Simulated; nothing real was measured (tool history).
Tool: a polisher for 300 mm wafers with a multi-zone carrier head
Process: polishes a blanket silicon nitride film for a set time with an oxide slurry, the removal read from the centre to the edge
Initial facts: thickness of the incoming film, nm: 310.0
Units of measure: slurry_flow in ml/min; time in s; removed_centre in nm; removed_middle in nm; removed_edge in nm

run,hour,slurry_flow,centre_zone,middle_zone,edge_zone,slurry_solids,time,removed_centre,removed_middle,removed_edge
1,0.0,245,1.00,1.00,1.00,1.00,31,17.167,16.7620,17.198
2,1.9,240,0.99,0.97,0.96,0.85,29,14.150,13.7980,14.373
3,7.1,240,0.99,0.97,0.88,0.85,29,14.602,13.8860,13.739
4,8.6,240,1.04,0.97,0.88,0.85,29,14.790,13.7170,13.957
5,12.4,285,1.04,0.97,0.88,0.85,29,15.128,13.9240,13.973
6,15.0,285,1.01,0.94,0.87,0.75,28,13.453,12.3310,12.593
7,20.9,285,0.98,0.91,0.86,0.65,27,11.226,10.5600,10.780
8,23.0,285,0.96,0.88,0.85,0.65,27,11.033,10.2230,10.745
9,27.1,285,0.95,0.87,0.84,0.65,27,10.907,10.1340,10.615
10,30.0,285,0.94,0.86,0.83,0.65,27,10.689,10.0420,10.610
11,33.3,285,0.94,0.86,0.83,0.65,27,10.887,10.0950,10.527

Run 12 is up next; what results do you expect?
12,35.4,285,0.93,0.85,0.83,0.65,27,?,?,?

{"run 12": {"removed_centre": 10.625, "removed_middle": 9.9158, "removed_edge": 10.791}}

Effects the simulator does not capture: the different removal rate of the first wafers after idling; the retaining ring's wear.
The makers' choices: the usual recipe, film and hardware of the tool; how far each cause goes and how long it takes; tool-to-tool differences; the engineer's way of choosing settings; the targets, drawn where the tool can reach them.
